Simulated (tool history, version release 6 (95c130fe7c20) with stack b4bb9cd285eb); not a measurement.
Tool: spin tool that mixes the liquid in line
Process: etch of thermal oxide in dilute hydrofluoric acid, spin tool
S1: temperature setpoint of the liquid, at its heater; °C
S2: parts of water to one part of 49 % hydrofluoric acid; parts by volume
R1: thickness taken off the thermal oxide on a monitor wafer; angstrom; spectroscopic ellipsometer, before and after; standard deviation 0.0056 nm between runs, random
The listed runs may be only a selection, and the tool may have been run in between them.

run 1 day=0 | S1=21 S2=260 time_under_the_liquid_(s)=75 | R1=8.9276
run 2 day=0.154 | S1=23 S2=260 time_under_the_liquid_(s)=75 | R1=10.15
run 3 day=0.517 | S1=21.5 S2=290 time_under_the_liquid_(s)=75 | R1=8.1491
run 4 day=0.683 | S1=20.5 S2=315 time_under_the_liquid_(s)=75 | R1=7.0956
run 5 day=1.046 | S1=19.5 S2=335 time_under_the_liquid_(s)=75 | R1=6.3307
run 6 day=1.254 | S1=19 S2=350 time_under_the_liquid_(s)=75 | R1=5.8406
run 7 day=1.575 | S1=18.5 S2=360 time_under_the_liquid_(s)=75 | R1=5.4937
run 8 day=1.762 | S1=18 S2=370 time_under_the_liquid_(s)=75 | R1=5.345
run 9 day=1.933 | S1=18 S2=380 time_under_the_liquid_(s)=75 | R1=5.105
run 10 day=2.283 | S1=18 S2=385 time_under_the_liquid_(s)=75 | R1=5.0789

Run 11 is up next; what results do you expect?
run 11 day=2.633 | S1=18 S2=390 time_under_the_liquid_(s)=75 | R1=?

{"run 11": {"R1": 4.9722}}
